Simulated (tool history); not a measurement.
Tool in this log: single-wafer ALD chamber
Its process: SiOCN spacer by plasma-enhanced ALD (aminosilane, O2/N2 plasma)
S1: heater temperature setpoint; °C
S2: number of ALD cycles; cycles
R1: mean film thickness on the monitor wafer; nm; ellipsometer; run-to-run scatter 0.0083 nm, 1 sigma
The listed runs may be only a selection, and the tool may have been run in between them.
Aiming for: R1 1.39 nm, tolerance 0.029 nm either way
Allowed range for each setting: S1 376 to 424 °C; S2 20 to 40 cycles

| run | hour | S1 | S2 | R1 |
|---|---|---|---|---|
| 1 | 0 | 400 | 30 | 1.6545 |
| 2 | 2.8 | 407 | 30 | 1.6146 |
| 3 | 9.2 | 407 | 34 | 1.8257 |
| 4 | 14.3 | 409 | 32 | 1.7105 |
| 5 | 15.5 | 411 | 30 | 1.5935 |
| 6 | 20.4 | 420 | 30 | 1.5487 |
| 7 | 23.2 | 421 | 29 | 1.5072 |
| 8 | 29.1 | 422 | 28 | 1.4381 |

Exercise: of the 4 proposed moves below, exactly one satisfies all targets within the stated allowed misses. Which move is it?
| A | 35 | 420 | 29 | ? |
| B | 35 | 422 | 29 | ? |
| C | 35 | 421 | 27 | ? |
| D | 35 | 424 | 30 | ? |

| move | R1 |
|---|---|
| A | 1.5148 |
| B | 1.5064 |
| C | 1.4064 |
| D | 1.5496 |
A: further off than the last run
B: further off than the last run
C: in spec on every target
D: further off than the last run
The right move is C.
